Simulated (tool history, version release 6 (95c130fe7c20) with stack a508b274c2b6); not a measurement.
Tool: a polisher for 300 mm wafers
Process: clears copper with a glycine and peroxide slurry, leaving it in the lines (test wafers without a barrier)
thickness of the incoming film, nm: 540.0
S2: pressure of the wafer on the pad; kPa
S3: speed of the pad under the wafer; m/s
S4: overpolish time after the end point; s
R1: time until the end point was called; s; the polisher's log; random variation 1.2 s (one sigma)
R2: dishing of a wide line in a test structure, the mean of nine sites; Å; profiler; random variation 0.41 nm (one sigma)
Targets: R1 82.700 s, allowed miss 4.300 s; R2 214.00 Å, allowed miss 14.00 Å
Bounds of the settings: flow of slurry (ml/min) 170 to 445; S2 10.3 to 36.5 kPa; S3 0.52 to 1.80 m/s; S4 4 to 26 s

run 1 day=0.000 | flow_of_slurry_(ml/min)=285 S2=23.4 S3=1.16 S4=13 | R1=74.946 R2=386.40
run 2 day=0.283 | flow_of_slurry_(ml/min)=270 S2=22.1 S3=1.20 S4=12 | R1=75.942 R2=359.98
run 3 day=0.608 | flow_of_slurry_(ml/min)=270 S2=26.9 S3=1.20 S4=12 | R1=65.351 R2=385.79
run 4 day=0.796 | flow_of_slurry_(ml/min)=270 S2=26.9 S3=1.38 S4=12 | R1=58.786 R2=396.65
run 5 day=0.933 | flow_of_slurry_(ml/min)=255 S2=24.8 S3=1.42 S4=11 | R1=61.065 R2=381.67
run 6 day=1.254 | flow_of_slurry_(ml/min)=255 S2=24.8 S3=1.42 S4=14 | R1=60.979 R2=404.13
run 7 day=1.342 | flow_of_slurry_(ml/min)=245 S2=22.8 S3=1.44 S4=13 | R1=64.180 R2=390.35
run 8 day=1.400 | flow_of_slurry_(ml/min)=235 S2=21.4 S3=1.46 S4=12 | R1=67.105 R2=389.55
run 9 day=1.667 | flow_of_slurry_(ml/min)=260 S2=22.8 S3=1.34 S4=11 | R1=68.428 R2=362.38
run 10 day=1.875 | flow_of_slurry_(ml/min)=340 S2=29.6 S3=1.02 S4=5 | R1=68.976 R2=234.36
run 11 day=1.971 | flow_of_slurry_(ml/min)=370 S2=25.5 S3=0.94 S4=4 | R1=83.029 R2=179.94
run 12 day=2.071 | flow_of_slurry_(ml/min)=365 S2=25.5 S3=0.94 S4=4 | R1=82.545 R2=180.33
run 13 day=2.154 | flow_of_slurry_(ml/min)=360 S2=25.5 S3=0.94 S4=4 | R1=83.382 R2=174.34
run 14 day=2.475 | flow_of_slurry_(ml/min)=355 S2=25.5 S3=0.94 S4=4 | R1=82.305 R2=178.79
run 15 day=2.621 | flow_of_slurry_(ml/min)=350 S2=25.5 S3=0.94 S4=4 | R1=83.713 R2=182.55
run 16 day=2.892 | flow_of_slurry_(ml/min)=345 S2=25.5 S3=0.94 S4=4 | R1=82.945 R2=182.12
run 17 day=2.933 | flow_of_slurry_(ml/min)=345 S2=25.5 S3=0.94 S4=10 | R1=83.453 R2=334.59

4 next moves are on the table. One of them brings every result within its allowed miss. Which?
run A day=2.975 | flow_of_slurry_(ml/min)=325 S2=26.9 S3=0.88 S4=11 | R1=? R2=?
run B day=2.975 | flow_of_slurry_(ml/min)=265 S2=20.7 S3=1.14 S4=5 | R1=? R2=?
run C day=2.975 | flow_of_slurry_(ml/min)=295 S2=22.8 S3=1.00 S4=4 | R1=? R2=?
run D day=2.975 | flow_of_slurry_(ml/min)=320 S2=32.4 S3=0.78 S4=8 | R1=? R2=?

move=A R1=85.545 R2=349.71
move=B R1=84.126 R2=215.97
move=C R1=87.143 R2=178.17
move=D R1=82.779 R2=300.07
A: further off than the last run
B: meets every target
C: takes the result that was furthest off past its target
D: nearer than the last run, and not there yet
Move B is the one to make.
